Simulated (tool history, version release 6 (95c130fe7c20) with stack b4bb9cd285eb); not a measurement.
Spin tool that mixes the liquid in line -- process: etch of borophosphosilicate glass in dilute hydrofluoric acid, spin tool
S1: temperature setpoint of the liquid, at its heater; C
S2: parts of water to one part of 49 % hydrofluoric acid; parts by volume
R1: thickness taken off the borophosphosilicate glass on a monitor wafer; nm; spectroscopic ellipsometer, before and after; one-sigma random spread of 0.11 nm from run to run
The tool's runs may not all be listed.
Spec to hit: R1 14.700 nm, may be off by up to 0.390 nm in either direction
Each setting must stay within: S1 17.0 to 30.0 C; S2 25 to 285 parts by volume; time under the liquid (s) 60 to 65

{"run": 1, "hour": 0.0, "S1": 22.0, "S2": 155, "time under the liquid (s)": 60, "R1": 21.332}
{"run": 2, "hour": 2.8, "S1": 24.5, "S2": 155, "time under the liquid (s)": 60, "R1": 23.732}
{"run": 3, "hour": 7.1, "S1": 23.5, "S2": 160, "time under the liquid (s)": 60, "R1": 21.988}
{"run": 4, "hour": 13.7, "S1": 23.5, "S2": 160, "time under the liquid (s)": 60, "R1": 22.045}
{"run": 5, "hour": 14.7, "S1": 22.5, "S2": 165, "time under the liquid (s)": 60, "R1": 20.477}
{"run": 6, "hour": 17.6, "S1": 22.5, "S2": 165, "time under the liquid (s)": 65, "R1": 21.882}
{"run": 7, "hour": 25.1, "S1": 22.0, "S2": 170, "time under the liquid (s)": 65, "R1": 20.854}
{"run": 8, "hour": 32.3, "S1": 21.5, "S2": 170, "time under the liquid (s)": 65, "R1": 20.412}
{"run": 9, "hour": 33.8, "S1": 21.5, "S2": 170, "time under the liquid (s)": 65, "R1": 20.28}
{"run": 10, "hour": 37.2, "S1": 21.0, "S2": 170, "time under the liquid (s)": 65, "R1": 20.251}
{"run": 11, "hour": 38.8, "S1": 20.5, "S2": 175, "time under the liquid (s)": 65, "R1": 19.019}

Which one of the following 4 next-run settings gets every result inside its allowed miss? There is exactly one.
{"run": "A", "hour": 40.4, "S1": 18.5, "S2": 180, "time under the liquid (s)": 60, "R1": "?"}
{"run": "B", "hour": 40.4, "S1": 24.0, "S2": 225, "time under the liquid (s)": 60, "R1": "?"}
{"run": "C", "hour": 40.4, "S1": 20.5, "S2": 205, "time under the liquid (s)": 65, "R1": "?"}
{"run": "D", "hour": 40.4, "S1": 20.5, "S2": 195, "time under the liquid (s)": 60, "R1": "?"}

move=A R1=15.721
move=B R1=14.816
move=C R1=15.777
move=D R1=15.463
A: gains on the last run, yet a result remains outside its allowed miss
B: every result lands within tolerance
C: gains on the last run, yet a result remains outside its allowed miss
D: gains on the last run, yet a result remains outside its allowed miss
Correct choice: B, which meets every target

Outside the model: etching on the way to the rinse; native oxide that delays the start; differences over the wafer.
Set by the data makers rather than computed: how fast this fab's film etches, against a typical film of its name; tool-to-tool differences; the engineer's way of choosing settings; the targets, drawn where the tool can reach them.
